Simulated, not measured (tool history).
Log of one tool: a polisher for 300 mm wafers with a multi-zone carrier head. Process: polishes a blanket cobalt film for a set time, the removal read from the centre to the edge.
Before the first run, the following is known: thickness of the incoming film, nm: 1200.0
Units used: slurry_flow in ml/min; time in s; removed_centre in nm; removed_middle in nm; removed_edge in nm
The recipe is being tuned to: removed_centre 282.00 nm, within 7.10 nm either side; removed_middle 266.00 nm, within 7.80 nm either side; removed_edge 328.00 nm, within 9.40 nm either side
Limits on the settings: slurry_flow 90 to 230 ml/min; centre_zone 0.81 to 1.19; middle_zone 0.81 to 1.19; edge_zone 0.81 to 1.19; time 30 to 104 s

run  hour  slurry_flow  centre_zone  middle_zone  edge_zone  time  removed_centre  removed_middle  removed_edge
  1   0.0          150         1.00         1.00       1.00    67          226.36          226.23        223.61
  2   0.8          170         1.00         1.00       1.00    67          232.17          230.56        230.23
  3   2.5          170         1.00         1.00       1.05    67          230.26          230.75        235.09
  4   7.8          175         0.99         0.98       1.07    69          236.16          235.95        244.94
  5   9.7          175         0.99         1.05       1.07    69          237.55          249.44        245.20
  6  12.0          180         0.98         1.02       1.09    71          245.18          250.79        254.15
  7  15.7          185         0.97         0.99       1.10    73          249.54          251.36        265.20
  8  23.2          190         0.96         0.97       1.11    74          251.31          254.14        271.75
  9  31.4          190         0.96         0.95       1.12    75          255.67          253.83        270.67
 10  36.2          190         0.96         0.95       1.12    75          256.18          252.01        275.97
     39.2  -- edge zone pressure recalibrated
 11  39.2          190         0.95         0.94       1.13    76          254.21          254.88        291.93

Of the 5 settings listed for the next run, only one would bring every result within its allowed miss of target. Which one?
  A  42.2          200         1.04         0.84       0.95    77               ?               ?             ?
  B  42.2          195         0.91         1.07       1.07    72               ?               ?             ?
  C  42.2          200         1.03         0.86       1.04    75               ?               ?             ?
  D  42.2          160         0.94         0.86       1.10    88               ?               ?             ?
  E  42.2          170         0.90         0.84       1.19    90               ?               ?             ?

move  removed_centre  removed_middle  removed_edge
   A          288.34          237.49        271.10
   B          235.02          271.00        266.95
   C          278.17          235.82        275.75
   D          285.07          266.36        323.44
   E          282.62          270.29        347.46
A: meets the target for the result that was furthest off, but another lies outside its allowed miss
B: lands further from the targets than the last run did
C: meets the target for the result that was furthest off, but another lies outside its allowed miss
D: all results land within tolerance of their targets
E: meets the target for the result that was furthest off, but another lies outside its allowed miss
So the answer is move D, the one that meets all the targets.

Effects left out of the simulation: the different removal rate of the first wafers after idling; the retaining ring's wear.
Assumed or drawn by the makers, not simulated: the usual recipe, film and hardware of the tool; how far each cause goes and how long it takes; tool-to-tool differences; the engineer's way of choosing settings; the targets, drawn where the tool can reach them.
